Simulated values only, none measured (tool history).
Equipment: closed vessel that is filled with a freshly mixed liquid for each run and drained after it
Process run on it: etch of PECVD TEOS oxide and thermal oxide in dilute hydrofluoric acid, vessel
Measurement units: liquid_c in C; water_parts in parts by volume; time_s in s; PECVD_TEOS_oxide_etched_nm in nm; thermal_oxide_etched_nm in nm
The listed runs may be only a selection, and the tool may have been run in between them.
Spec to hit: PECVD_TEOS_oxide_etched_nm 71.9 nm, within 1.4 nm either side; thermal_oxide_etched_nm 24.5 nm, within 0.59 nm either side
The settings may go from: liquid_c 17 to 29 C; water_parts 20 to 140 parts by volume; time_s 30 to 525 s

run  hour  liquid_c  water_parts  time_s  PECVD_TEOS_oxide_etched_nm  thermal_oxide_etched_nm
  1     0        21           75     270                      42.153                   14.423
  2   7.2        21          100     270                      30.713                   10.391
  3  10.4        21          100     230                      26.147                   8.8762
  4  11.6      18.5          100     230                       23.64                   8.0252
     13.2  -- hydrofluoric acid flow meter replaced
  5  13.2        17          100     230                      23.637                   7.9867
  6    19        19           90     230                      28.854                   9.7158
  7  27.7      20.5           80     230                       34.86                   11.744
  8  32.3        22           75     230                      39.364                   13.579
  9  41.6        23           70     230                      45.056                     15.2
 10  46.1        24           65     230                      50.427                   17.132
 11  52.6        25           65     230                      52.256                   17.829
 12  54.3      25.5           65     230                      52.987                   18.101
 13  59.7        26           65     230                      54.513                   18.655

Exercise: of the 4 proposed moves below, exactly one satisfies all targets within the stated allowed misses. Which move is it?
  A  65.1        26           55     270                           ?                        ?
  B  65.1        29           75     335                           ?                        ?
  C  65.1      23.5           60     310                           ?                        ?
  D  65.1      28.5           45     195                           ?                        ?

move  PECVD_TEOS_oxide_etched_nm  thermal_oxide_etched_nm
   A                       75.61                   25.836
   B                      75.295                   25.728
   C                      71.406                   24.399
   D                       74.85                   25.576
A: pushes the last run's worst result past its target
B: pushes the last run's worst result past its target
C: every result within its allowed miss
D: pushes the last run's worst result past its target
Move C is the one to make.

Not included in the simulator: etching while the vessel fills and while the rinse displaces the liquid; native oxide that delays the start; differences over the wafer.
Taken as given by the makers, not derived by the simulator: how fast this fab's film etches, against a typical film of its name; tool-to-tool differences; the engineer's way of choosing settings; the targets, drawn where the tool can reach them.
